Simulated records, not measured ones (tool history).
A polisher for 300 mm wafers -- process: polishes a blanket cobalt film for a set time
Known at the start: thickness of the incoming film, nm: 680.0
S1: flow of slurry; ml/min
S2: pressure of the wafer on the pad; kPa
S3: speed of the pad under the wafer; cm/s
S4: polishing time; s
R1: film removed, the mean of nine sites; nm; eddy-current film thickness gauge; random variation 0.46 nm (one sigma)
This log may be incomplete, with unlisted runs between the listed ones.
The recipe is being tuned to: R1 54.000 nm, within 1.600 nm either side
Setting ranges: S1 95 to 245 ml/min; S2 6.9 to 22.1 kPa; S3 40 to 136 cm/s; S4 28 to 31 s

run  hour   S1    S2  S3  S4       R1
  1   0.0  155  14.5  88  31  107.950
  2   5.1  155  14.5  88  28  100.190
  3  10.6  175  14.5  88  28   98.950
  4  16.2  175  12.4  86  28   89.276
  5  22.2  135  12.4  86  28   81.502
  6  27.2  135  10.3  86  28   72.058
  7  30.1  135  10.3  86  28   73.703
  8  35.7  130   9.7  84  28   67.406
  9  43.9  125   9.0  84  28   62.960
 10  50.6  125   9.0  84  28   62.549
     58.1  -- worn pad replaced by a new one
 11  58.1  120   8.3  84  28   63.375
 12  60.2  115   7.6  82  28   56.634
 13  67.5  110   7.6  82  28   55.843
 14  71.4  105   7.6  82  28   54.953

Next run, 4 choices. One meets every target within its allowed miss, the rest don't. Which?
  A  75.3  100  9.0  78  28   ?
  B  75.3  135  6.9  84  28   ?
  C  75.3  100  6.9  80  30   ?
  D  75.3  140  9.7  66  28   ?

move      R1
   A  58.184
   B  56.699
   C  53.716
   D  56.963
A: further off than the last run
B: further off than the last run
C: in spec on every target
D: further off than the last run
Answer: C
